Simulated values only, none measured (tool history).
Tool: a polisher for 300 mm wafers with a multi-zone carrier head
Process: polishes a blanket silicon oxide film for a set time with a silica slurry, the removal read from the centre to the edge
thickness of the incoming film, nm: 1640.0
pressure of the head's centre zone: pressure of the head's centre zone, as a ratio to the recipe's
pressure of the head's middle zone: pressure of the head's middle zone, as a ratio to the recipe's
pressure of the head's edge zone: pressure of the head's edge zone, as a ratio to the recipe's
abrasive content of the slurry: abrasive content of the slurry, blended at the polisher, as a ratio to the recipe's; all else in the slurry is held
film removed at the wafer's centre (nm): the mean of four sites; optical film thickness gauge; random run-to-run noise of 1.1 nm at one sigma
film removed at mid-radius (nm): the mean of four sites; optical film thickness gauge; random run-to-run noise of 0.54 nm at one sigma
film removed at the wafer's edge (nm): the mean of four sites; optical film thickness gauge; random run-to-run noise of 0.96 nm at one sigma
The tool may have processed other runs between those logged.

run  hour  flow of slurry (ml/min)  pressure of the head's centre zone  pressure of the head's middle zone  pressure of the head's edge zone  abrasive content of the slurry  polishing time (s)  film removed at the wafer's centre (nm)  film removed at mid-radius (nm)  film removed at the wafer's edge (nm)
  1     0                      160                                   1                                   1                                 1                               1                  32                                   91.353                           90.171                                 89.438
  2   5.7                      160                                   1                                   1                                 1                               1                  27                                   76.027                           76.626                                 77.041
  3   7.3                      160                                   1                                0.92                                 1                               1                  27                                   77.186                           71.024                                   75.7
  4  14.7                      160                                   1                                0.92                              0.95                               1                  27                                   77.659                           71.406                                 74.523
  5  15.3                      175                                1.04                                0.91                                 1                            1.05                  27                                   82.827                           72.706                                 79.599
  6  18.7                      175                                1.07                                0.91                                 1                            1.05                  27                                   84.472                           73.519                                 78.827
  7  24.3                      190                                 1.1                                 0.9                              1.02                             1.1                  27                                   88.465                           74.467                                 80.679

Expected results for the next run?
  8  27.5                      195                                1.12                                0.89                              1.04                            1.15                  27                                        ?                                ?                                      ?

For run 8 the tool returned film removed at the wafer's centre (nm) 92.389, film removed at mid-radius (nm) 76.257, film removed at the wafer's edge (nm) 84.704.
